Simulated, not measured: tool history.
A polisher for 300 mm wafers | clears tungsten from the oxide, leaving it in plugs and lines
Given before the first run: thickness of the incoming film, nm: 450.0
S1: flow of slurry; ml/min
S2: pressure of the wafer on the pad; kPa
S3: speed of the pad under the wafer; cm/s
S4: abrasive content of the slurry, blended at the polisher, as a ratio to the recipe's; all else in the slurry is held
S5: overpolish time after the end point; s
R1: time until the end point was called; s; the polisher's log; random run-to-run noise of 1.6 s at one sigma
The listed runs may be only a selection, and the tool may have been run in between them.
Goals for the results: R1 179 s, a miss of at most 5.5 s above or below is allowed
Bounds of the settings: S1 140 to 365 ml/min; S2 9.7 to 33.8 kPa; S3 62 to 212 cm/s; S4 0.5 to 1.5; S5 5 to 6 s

run  hour   S1    S2   S3   S4  S5      R1
  1     0  235  21.4  136    1   6  97.018
  2   4.2  180  21.4  136    1   6  99.596
  3  11.9  140  21.4  136    1   6  104.41
  4  14.6  140  18.6  136    1   6  120.25
  5  17.5  140  23.4  136    1   6  96.351
  6    19  140  23.4  136  1.1   6  92.626
  7  26.5  140    20  134  1.1   6  108.49
  8  33.5  140  17.2  132  1.1   6  126.08
  9  41.6  140  15.2  132  1.1   6  142.85
 10    47  140  10.3  132  1.1   6  205.89
     49.3  -- worn pad replaced by a new one
 11  49.3  145    11  132  1.1   6  170.21

4 candidate next runs follow, results not yet known. Just one meets every target within its allowed miss. Identify it.
  A  51.6  165    11  124  1.3   6   ?
  B  51.6  150   9.7  148    1   6   ?
  C  51.6  140  11.7  132  1.1   6   ?
  D  51.6  145  11.7  126  1.1   5   ?

move      R1
   A  168.62
   B  179.02
   C  163.28
   D  169.66
A: lands further from the targets than the last run did
B: every result lands within tolerance
C: lands further from the targets than the last run did
D: lands further from the targets than the last run did
The right move is B.
